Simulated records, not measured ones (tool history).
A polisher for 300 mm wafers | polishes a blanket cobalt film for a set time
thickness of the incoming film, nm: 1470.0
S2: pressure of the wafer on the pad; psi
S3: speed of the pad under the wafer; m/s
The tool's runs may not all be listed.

{"run": 1, "hour": 0.0, "flow of slurry (ml/min)": 230, "S2": 2.1, "S3": 0.86, "polishing time (s)": 109, "film removed (nm)": 441.15}
{"run": 2, "hour": 1.5, "flow of slurry (ml/min)": 285, "S2": 2.1, "S3": 0.86, "polishing time (s)": 109, "film removed (nm)": 454.61}
{"run": 3, "hour": 4.8, "flow of slurry (ml/min)": 280, "S2": 1.9, "S3": 0.86, "polishing time (s)": 109, "film removed (nm)": 416.94}
{"run": 4, "hour": 8.2, "flow of slurry (ml/min)": 280, "S2": 1.9, "S3": 0.86, "polishing time (s)": 109, "film removed (nm)": 413.07}
{"run": 5, "hour": 11.5, "flow of slurry (ml/min)": 275, "S2": 1.8, "S3": 0.86, "polishing time (s)": 109, "film removed (nm)": 400.36}
{"run": 6, "hour": 16.2, "flow of slurry (ml/min)": 275, "S2": 1.7, "S3": 0.86, "polishing time (s)": 109, "film removed (nm)": 363.32}
{"run": 7, "hour": 22.2, "flow of slurry (ml/min)": 265, "S2": 1.7, "S3": 0.86, "polishing time (s)": 109, "film removed (nm)": 371.58}
{"run": 8, "hour": 29.6, "flow of slurry (ml/min)": 260, "S2": 1.6, "S3": 0.86, "polishing time (s)": 109, "film removed (nm)": 349.64}

Forecast run 9:
{"run": 9, "hour": 36.7, "flow of slurry (ml/min)": 255, "S2": 1.6, "S3": 0.86, "polishing time (s)": 109, "film removed (nm)": "?"}

film removed (nm): 344.73

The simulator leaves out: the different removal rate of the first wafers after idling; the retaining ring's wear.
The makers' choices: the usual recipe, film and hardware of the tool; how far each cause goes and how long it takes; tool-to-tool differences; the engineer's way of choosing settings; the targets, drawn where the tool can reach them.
